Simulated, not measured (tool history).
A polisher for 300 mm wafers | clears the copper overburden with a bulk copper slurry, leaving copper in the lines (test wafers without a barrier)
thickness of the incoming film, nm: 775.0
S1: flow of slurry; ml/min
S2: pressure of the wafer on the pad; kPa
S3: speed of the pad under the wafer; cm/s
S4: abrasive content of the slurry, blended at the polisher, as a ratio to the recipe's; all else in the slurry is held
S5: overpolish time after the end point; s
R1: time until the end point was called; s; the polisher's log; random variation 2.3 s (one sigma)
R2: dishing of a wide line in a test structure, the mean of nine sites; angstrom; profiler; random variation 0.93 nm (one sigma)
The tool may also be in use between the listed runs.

{"run": 1, "hour": 0.0, "S1": 215, "S2": 17.2, "S3": 106, "S4": 1.0, "S5": 17, "R1": 95.451, "R2": 701.23}
{"run": 2, "hour": 2.4, "S1": 215, "S2": 17.2, "S3": 106, "S4": 1.15, "S5": 17, "R1": 92.966, "R2": 700.44}
{"run": 3, "hour": 9.7, "S1": 215, "S2": 17.2, "S3": 120, "S4": 1.15, "S5": 17, "R1": 83.397, "R2": 769.63}
{"run": 4, "hour": 14.2, "S1": 210, "S2": 14.5, "S3": 118, "S4": 1.15, "S5": 19, "R1": 100.62, "R2": 700.81}
{"run": 5, "hour": 20.5, "S1": 210, "S2": 14.5, "S3": 142, "S4": 1.15, "S5": 19, "R1": 83.546, "R2": 771.87}
{"run": 6, "hour": 21.5, "S1": 210, "S2": 12.4, "S3": 134, "S4": 1.15, "S5": 22, "R1": 101.18, "R2": 736.06}

Forecast run 7:
{"run": 7, "hour": 29.2, "S1": 210, "S2": 11.0, "S3": 130, "S4": 1.15, "S5": 24, "R1": "?", "R2": "?"}

Run 7 gave R1 116.610 s, R2 729.05 angstrom.
